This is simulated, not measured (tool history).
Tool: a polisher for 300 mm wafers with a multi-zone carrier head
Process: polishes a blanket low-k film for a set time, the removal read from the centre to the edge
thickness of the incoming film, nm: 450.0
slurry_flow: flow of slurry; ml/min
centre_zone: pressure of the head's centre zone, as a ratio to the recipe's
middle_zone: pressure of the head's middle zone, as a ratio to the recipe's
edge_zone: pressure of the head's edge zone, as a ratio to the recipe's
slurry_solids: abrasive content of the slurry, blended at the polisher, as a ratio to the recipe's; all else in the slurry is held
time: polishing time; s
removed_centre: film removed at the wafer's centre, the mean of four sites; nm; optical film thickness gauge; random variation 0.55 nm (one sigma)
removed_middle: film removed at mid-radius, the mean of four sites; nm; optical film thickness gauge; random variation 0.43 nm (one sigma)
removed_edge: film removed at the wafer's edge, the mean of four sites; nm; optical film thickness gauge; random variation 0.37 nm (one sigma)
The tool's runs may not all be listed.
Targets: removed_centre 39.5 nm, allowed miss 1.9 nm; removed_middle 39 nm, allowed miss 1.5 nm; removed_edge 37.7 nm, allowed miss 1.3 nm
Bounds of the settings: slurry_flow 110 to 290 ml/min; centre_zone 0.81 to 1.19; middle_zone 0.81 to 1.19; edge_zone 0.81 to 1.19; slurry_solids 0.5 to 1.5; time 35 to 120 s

run,hour,slurry_flow,centre_zone,middle_zone,edge_zone,slurry_solids,time,removed_centre,removed_middle,removed_edge
1,0,185,1,1,1,1,77,26.402,26.662,26.902
2,2.6,185,1,1.07,1,1,77,26.848,27.793,26.959
3,6.9,195,1.02,1.09,1.03,1.15,78,29.485,30.552,28.916
4,8.8,195,1.03,1.08,1.05,1.25,80,30.694,32.256,30.679
5,9.9,200,1.05,1.07,1.07,1.3,82,32.618,32.047,32.524
6,10.7,200,1.05,1.07,1.07,1.3,73,29.372,29.819,29.087
7,15.4,205,1.06,1.09,1.08,1.35,77,32.336,31.442,31.625
8,23.3,215,1.06,1.11,1.08,1.4,79,32.633,33.472,32.222
9,26.3,215,1.07,1.12,1.09,1.45,82,33.661,35.56,34.192
10,26.9,215,1.07,1.12,1.09,1.45,82,35.399,35.83,34.308
11,33.7,215,1.08,1.13,1.1,1.45,83,35.542,35.892,35.403
12,36.6,215,1.09,1.14,1.1,1.45,84,36.592,37.404,35.234
13,37.9,215,1.1,1.14,1.11,1.45,85,36.278,37.4,36.688
14,43.3,245,1.16,1.16,1.09,1.5,85,38.687,39.331,36.193

Which of these 5 next moves meets every target?
A,48.7,290,1.1,1.17,0.92,1.45,87,?,?,?
B,48.7,290,1.1,1.19,0.93,1.5,80,?,?,?
C,48.7,290,1.04,1.19,1.12,1.4,88,?,?,?
D,48.7,265,1.1,1.19,1.12,1.45,81,?,?,?
E,48.7,215,1.19,1.18,1.19,1.5,85,?,?,?

move,removed_centre,removed_middle,removed_edge
A,39.347,41.169,34.92
B,36.573,38.826,32.609
C,37.796,41.786,38.43
D,36.254,38.517,35.511
E,39.602,39.514,38.129
A: further off than the last run
B: further off than the last run
C: brings the result that was furthest off to its target, and leaves another outside
D: further off than the last run
E: meets every target
The right move is E.

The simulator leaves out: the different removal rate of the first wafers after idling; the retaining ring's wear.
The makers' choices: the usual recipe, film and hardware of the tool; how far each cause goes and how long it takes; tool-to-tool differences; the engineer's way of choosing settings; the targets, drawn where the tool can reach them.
